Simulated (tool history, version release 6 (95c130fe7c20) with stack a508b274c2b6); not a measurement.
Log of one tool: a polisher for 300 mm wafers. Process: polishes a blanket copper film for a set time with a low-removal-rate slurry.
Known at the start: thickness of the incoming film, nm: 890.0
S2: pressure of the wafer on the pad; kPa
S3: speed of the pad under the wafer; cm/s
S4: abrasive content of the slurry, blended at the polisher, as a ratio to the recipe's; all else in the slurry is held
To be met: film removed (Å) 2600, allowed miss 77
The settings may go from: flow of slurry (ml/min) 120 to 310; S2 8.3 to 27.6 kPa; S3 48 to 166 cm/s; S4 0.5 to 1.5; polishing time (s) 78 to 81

run 1 hour=0 | flow_of_slurry_(ml/min)=200 S2=17.9 S3=106 S4=1 polishing_time_(s)=78 | film_removed_(Å)=2082.9
run 2 hour=4.5 | flow_of_slurry_(ml/min)=250 S2=17.9 S3=106 S4=1 polishing_time_(s)=78 | film_removed_(Å)=2161.7
run 3 hour=13.5 | flow_of_slurry_(ml/min)=275 S2=17.9 S3=106 S4=1 polishing_time_(s)=78 | film_removed_(Å)=2140.2
run 4 hour=15.9 | flow_of_slurry_(ml/min)=275 S2=18.6 S3=106 S4=1 polishing_time_(s)=78 | film_removed_(Å)=2242.2
run 5 hour=24.6 | flow_of_slurry_(ml/min)=275 S2=20 S3=106 S4=1 polishing_time_(s)=78 | film_removed_(Å)=2337.8
run 6 hour=30.4 | flow_of_slurry_(ml/min)=275 S2=24.1 S3=106 S4=1 polishing_time_(s)=78 | film_removed_(Å)=2693.5
-- hour=32.5 head pressure recalibrated
run 7 hour=32.5 | flow_of_slurry_(ml/min)=265 S2=23.4 S3=106 S4=1 polishing_time_(s)=78 | film_removed_(Å)=2792.9
run 8 hour=34.6 | flow_of_slurry_(ml/min)=265 S2=22.8 S3=106 S4=1 polishing_time_(s)=78 | film_removed_(Å)=2716.1
run 9 hour=40.9 | flow_of_slurry_(ml/min)=265 S2=22.1 S3=106 S4=1 polishing_time_(s)=78 | film_removed_(Å)=2672.2

Which of these 4 next moves meets every target?
run A hour=47.2 | flow_of_slurry_(ml/min)=250 S2=25.5 S3=98 S4=1.05 polishing_time_(s)=78 | film_removed_(Å)=?
run B hour=47.2 | flow_of_slurry_(ml/min)=275 S2=21.4 S3=114 S4=0.85 polishing_time_(s)=79 | film_removed_(Å)=?
run C hour=47.2 | flow_of_slurry_(ml/min)=225 S2=21.4 S3=110 S4=1.1 polishing_time_(s)=80 | film_removed_(Å)=?
run D hour=47.2 | flow_of_slurry_(ml/min)=275 S2=20.7 S3=100 S4=1.15 polishing_time_(s)=81 | film_removed_(Å)=?

move=A film_removed_(Å)=2802.5
move=B film_removed_(Å)=2790.2
move=C film_removed_(Å)=2802
move=D film_removed_(Å)=2606.5
A: further off than the last run
B: further off than the last run
C: further off than the last run
D: meets every target
Move D is the one to make.
